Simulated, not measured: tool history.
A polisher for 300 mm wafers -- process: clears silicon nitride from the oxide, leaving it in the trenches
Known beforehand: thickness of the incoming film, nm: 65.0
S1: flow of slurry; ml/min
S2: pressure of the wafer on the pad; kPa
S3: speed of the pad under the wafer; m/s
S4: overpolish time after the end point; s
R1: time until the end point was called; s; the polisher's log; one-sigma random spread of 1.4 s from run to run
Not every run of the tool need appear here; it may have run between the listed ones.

Run 1, hour 0: S1 245 ml/min, S2 13.1 kPa, S3 1.08 m/s, S4 5 s. Result: R1 102.21 s.
Run 2, hour 7.3: S1 245 ml/min, S2 13.1 kPa, S3 1.22 m/s, S4 5 s. Result: R1 90.214 s.
Run 3, hour 9.8: S1 300 ml/min, S2 13.1 kPa, S3 1.22 m/s, S4 5 s. Result: R1 87.824 s.
Run 4, hour 17.1: S1 300 ml/min, S2 12.4 kPa, S3 1.22 m/s, S4 5 s. Result: R1 93.64 s.
Run 5, hour 24.7: S1 300 ml/min, S2 11.7 kPa, S3 1.22 m/s, S4 5 s. Result: R1 95.714 s.
Run 6, hour 30: S1 300 ml/min, S2 11.7 kPa, S3 1.22 m/s, S4 5 s. Result: R1 94.266 s.
Run 7, hour 38.9: S1 300 ml/min, S2 11 kPa, S3 1.2 m/s, S4 5 s. Result: R1 101.16 s.
Run 8, hour 42.4: S1 300 ml/min, S2 10.3 kPa, S3 1.18 m/s, S4 5 s. Result: R1 108.35 s.
Run 9, hour 48.6: S1 300 ml/min, S2 9.7 kPa, S3 1.16 m/s, S4 5 s. Result: R1 113.19 s.
Run 10, hour 54.8: S1 300 ml/min, S2 9 kPa, S3 1.14 m/s, S4 5 s. Result: R1 124.02 s.
Run 11, hour 59.5: S1 290 ml/min, S2 7.6 kPa, S3 1.12 m/s, S4 5 s. Result: R1 139.54 s.
Run 12, hour 67.8: S1 285 ml/min, S2 7.6 kPa, S3 1.12 m/s, S4 5 s. Result: R1 139.87 s.
Run 13, hour 72.2: S1 280 ml/min, S2 7.6 kPa, S3 1.12 m/s, S4 5 s. Result: R1 138.93 s.

Run 14 is up next; what results do you expect?
Run 14, hour 79.6: S1 270 ml/min, S2 6.9 kPa, S3 1.12 m/s, S4 5 s. Result: R1 ?.

{"run 14": {"R1": 149.97}}
